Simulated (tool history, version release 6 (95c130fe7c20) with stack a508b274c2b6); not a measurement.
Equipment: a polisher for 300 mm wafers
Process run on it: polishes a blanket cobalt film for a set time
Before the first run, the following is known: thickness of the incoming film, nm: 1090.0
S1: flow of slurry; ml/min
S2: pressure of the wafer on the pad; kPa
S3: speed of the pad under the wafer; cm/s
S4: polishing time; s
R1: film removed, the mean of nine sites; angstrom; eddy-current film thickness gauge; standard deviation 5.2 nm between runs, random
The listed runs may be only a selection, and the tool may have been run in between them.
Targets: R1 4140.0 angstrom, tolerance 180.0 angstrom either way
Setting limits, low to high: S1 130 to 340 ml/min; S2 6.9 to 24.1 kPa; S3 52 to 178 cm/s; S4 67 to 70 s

run 1 day=0.000 | S1=220 S2=15.2 S3=114 S4=67 | R1=3390.7
run 2 day=0.033 | S1=220 S2=15.9 S3=114 S4=67 | R1=3512.8
run 3 day=0.321 | S1=220 S2=17.2 S3=114 S4=67 | R1=3731.9
run 4 day=0.683 | S1=220 S2=17.2 S3=90 S4=67 | R1=2997.9
run 5 day=0.838 | S1=220 S2=17.2 S3=68 S4=67 | R1=2303.3
run 6 day=0.871 | S1=220 S2=17.9 S3=70 S4=67 | R1=2402.5
run 7 day=1.246 | S1=220 S2=18.6 S3=72 S4=67 | R1=2558.0
run 8 day=1.446 | S1=220 S2=19.3 S3=74 S4=67 | R1=2739.4
run 9 day=1.750 | S1=220 S2=23.4 S3=86 S4=67 | R1=3731.7

Exactly one of the 4 candidate moves below puts every result within its allowed miss. Which one?
run A day=2.054 | S1=215 S2=19.3 S3=108 S4=70 | R1=?
run B day=2.054 | S1=175 S2=24.1 S3=78 S4=67 | R1=?
run C day=2.054 | S1=235 S2=22.1 S3=84 S4=67 | R1=?
run D day=2.054 | S1=240 S2=22.8 S3=84 S4=67 | R1=?

move=A R1=3975.8
move=B R1=3253.5
move=C R1=3375.1
move=D R1=3472.5
A: hits every target within its allowed miss
B: lands further from the targets than the last run did
C: lands further from the targets than the last run did
D: lands further from the targets than the last run did
Go with A: it meets all targets.
